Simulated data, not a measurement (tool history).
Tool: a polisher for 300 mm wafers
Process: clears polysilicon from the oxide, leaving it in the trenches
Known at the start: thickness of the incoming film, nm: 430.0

run,hour,flow of slurry (ml/min),pressure of the wafer on the pad (kPa),speed of the pad under the wafer (cm/s),overpolish time after the end point (s),time until the end point was called (s),dishing of a wide line in a test structure (nm)
1,0,120,18.6,80,18,36.668,40.942
2,8.5,120,18.6,80,24,35.942,41.596
3,9.3,120,17.2,76,22,42.717,41.21
4,13.7,120,16.5,74,20,44.803,41.204
5,19.2,120,16.5,74,27,43.893,41.186
6,20.2,120,16.5,74,20,44.64,41.499

Run 7 comes next. What will it give?
7,23.9,115,15.9,70,20,?,?

Run 7 gave time until the end point was called (s) 49.806, dishing of a wide line in a test structure (nm) 41.32.

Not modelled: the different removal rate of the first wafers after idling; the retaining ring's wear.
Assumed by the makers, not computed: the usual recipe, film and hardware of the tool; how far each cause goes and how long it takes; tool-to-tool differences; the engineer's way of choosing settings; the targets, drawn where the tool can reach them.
